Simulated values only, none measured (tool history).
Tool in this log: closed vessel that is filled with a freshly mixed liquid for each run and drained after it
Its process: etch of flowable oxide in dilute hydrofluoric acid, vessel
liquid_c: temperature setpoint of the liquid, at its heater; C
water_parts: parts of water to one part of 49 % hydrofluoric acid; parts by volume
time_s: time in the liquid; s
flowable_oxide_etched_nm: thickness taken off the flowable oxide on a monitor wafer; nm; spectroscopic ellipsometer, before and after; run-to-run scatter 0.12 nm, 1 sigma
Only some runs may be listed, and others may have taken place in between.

{"run": 1, "hour": 0.0, "liquid_c": 22.0, "water_parts": 215, "time_s": 45, "flowable_oxide_etched_nm": 7.5254}
{"run": 2, "hour": 7.2, "liquid_c": 23.0, "water_parts": 205, "time_s": 45, "flowable_oxide_etched_nm": 8.3644}
{"run": 3, "hour": 9.0, "liquid_c": 23.0, "water_parts": 205, "time_s": 45, "flowable_oxide_etched_nm": 8.2295}
{"run": 4, "hour": 13.8, "liquid_c": 24.0, "water_parts": 200, "time_s": 45, "flowable_oxide_etched_nm": 8.9697}
{"run": 5, "hour": 17.0, "liquid_c": 24.5, "water_parts": 195, "time_s": 45, "flowable_oxide_etched_nm": 9.2882}
{"run": 6, "hour": 22.9, "liquid_c": 24.5, "water_parts": 195, "time_s": 45, "flowable_oxide_etched_nm": 9.2658}
{"run": 7, "hour": 30.7, "liquid_c": 24.5, "water_parts": 195, "time_s": 45, "flowable_oxide_etched_nm": 9.4116}
{"run": 8, "hour": 37.5, "liquid_c": 25.0, "water_parts": 190, "time_s": 45, "flowable_oxide_etched_nm": 9.6806}
{"run": 9, "hour": 40.6, "liquid_c": 25.5, "water_parts": 185, "time_s": 45, "flowable_oxide_etched_nm": 10.328}
{"run": 10, "hour": 49.2, "liquid_c": 26.0, "water_parts": 180, "time_s": 45, "flowable_oxide_etched_nm": 10.947}
{"run": 11, "hour": 56.4, "liquid_c": 26.5, "water_parts": 180, "time_s": 45, "flowable_oxide_etched_nm": 11.115}
{"run": 12, "hour": 60.2, "liquid_c": 27.0, "water_parts": 180, "time_s": 45, "flowable_oxide_etched_nm": 11.192}
{"run": 13, "hour": 68.0, "liquid_c": 27.5, "water_parts": 180, "time_s": 45, "flowable_oxide_etched_nm": 11.404}

For run 14, what comes out?
{"run": 14, "hour": 73.9, "liquid_c": 28.0, "water_parts": 180, "time_s": 45, "flowable_oxide_etched_nm": "?"}

Run 14 gave flowable_oxide_etched_nm 11.6730 nm.
